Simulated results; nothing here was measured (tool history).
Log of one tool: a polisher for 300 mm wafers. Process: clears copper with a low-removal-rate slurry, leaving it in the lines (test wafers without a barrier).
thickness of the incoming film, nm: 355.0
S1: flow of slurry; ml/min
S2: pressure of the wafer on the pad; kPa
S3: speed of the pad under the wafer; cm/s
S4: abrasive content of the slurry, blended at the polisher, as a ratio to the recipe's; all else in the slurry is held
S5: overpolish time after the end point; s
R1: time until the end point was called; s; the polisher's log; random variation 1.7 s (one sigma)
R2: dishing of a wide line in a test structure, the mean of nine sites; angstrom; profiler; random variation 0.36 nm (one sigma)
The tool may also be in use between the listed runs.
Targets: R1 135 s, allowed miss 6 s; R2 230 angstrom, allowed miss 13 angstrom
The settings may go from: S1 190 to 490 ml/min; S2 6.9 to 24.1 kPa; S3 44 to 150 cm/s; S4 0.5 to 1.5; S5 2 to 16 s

run	day	S1	S2	S3	S4	S5	R1	R2
1	0	315	15.2	96	1	8	179.92	123
2	0.171	315	15.2	96	1.15	8	166.68	126.94
3	0.508	315	15.9	96	1.1	9	161.31	142.74
4	0.588	315	16.5	96	1.05	10	158.3	159.78
5	0.892	315	17.2	96	1.05	11	154.58	181.79
6	1.029	315	17.2	96	1.05	13	152.61	204.44
7	1.229	315	17.9	96	1.05	13	148.44	214.23
8	1.417	315	18.6	96	1.05	13	143.47	212.14

Which of these 5 next moves meets every target?
A	1.604	260	18.6	92	0.9	13	?	?
B	1.604	320	18.6	106	0.9	13	?	?
C	1.604	365	24.1	76	1.35	10	?	?
D	1.604	370	20.7	96	0.95	10	?	?
E	1.604	335	20	112	1	10	?	?

move	R1	R2
A	150.78	202.28
B	134.12	222.04
C	116.66	202.64
D	126.96	188.41
E	116.16	202.43
A: further off than the last run
B: meets every target
C: takes the result that was furthest off past its target
D: takes the result that was furthest off past its target
E: takes the result that was furthest off past its target
The right move is B.

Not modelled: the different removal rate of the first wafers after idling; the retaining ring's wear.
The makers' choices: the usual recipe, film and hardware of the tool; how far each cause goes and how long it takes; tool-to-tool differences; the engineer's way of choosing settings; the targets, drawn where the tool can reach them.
